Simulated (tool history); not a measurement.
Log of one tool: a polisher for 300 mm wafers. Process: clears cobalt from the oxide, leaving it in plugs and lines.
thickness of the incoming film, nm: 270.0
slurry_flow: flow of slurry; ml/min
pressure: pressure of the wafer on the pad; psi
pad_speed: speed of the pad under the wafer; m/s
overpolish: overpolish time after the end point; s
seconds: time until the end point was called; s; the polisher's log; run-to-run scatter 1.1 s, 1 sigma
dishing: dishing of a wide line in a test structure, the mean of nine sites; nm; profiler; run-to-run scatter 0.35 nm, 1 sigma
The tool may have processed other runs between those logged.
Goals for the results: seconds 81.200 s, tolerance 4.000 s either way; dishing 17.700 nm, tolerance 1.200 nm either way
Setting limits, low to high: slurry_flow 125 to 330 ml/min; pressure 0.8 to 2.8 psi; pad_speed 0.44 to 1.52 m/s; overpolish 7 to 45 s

run  hour  slurry_flow  pressure  pad_speed  overpolish  seconds  dishing
  1   0.0          210       1.8       0.98          23   71.709   39.920
  2   6.9          210       1.8       0.84          23   83.039   38.858
  3  11.8          180       1.8       0.84          23   84.001   37.265
  4  15.2          180       1.8       0.84          18   85.151   32.363
  5  23.3          180       1.8       0.84          22   85.115   37.457
  6  27.6          215       1.6       0.94          19   83.184   33.542
  7  34.0          195       1.4       1.04          16   86.501   31.205
  8  34.9          195       1.4       1.02           7   87.159   16.459
  9  36.1          195       1.5       1.02           8   81.255   18.995
 10  36.8          200       1.5       1.02           8   79.825   19.572
 11  43.9          210       1.5       1.00           8   84.236   18.965
 12  47.5          210       1.5       0.98           8   82.953   19.053
 13  51.8          210       1.5       0.96           8   87.874   18.376

Below are 4 possible settings for the next run. Only one of them brings all results inside the allowed miss of their targets. Which is it?
  A  56.1          220       1.6       0.86           8        ?        ?
  B  56.1          205       1.5       0.92           7        ?        ?
  C  56.1          165       1.5       1.06           7        ?        ?
  D  56.1          125       2.4       0.64           8        ?        ?

move  seconds  dishing
   A   89.635   18.153
   B   90.238   16.195
   C   81.452   17.599
   D   89.134   18.226
A: misses by more than the last run did
B: misses by more than the last run did
C: meets every target
D: misses by more than the last run did
So the answer is move C, the one that meets all the targets.
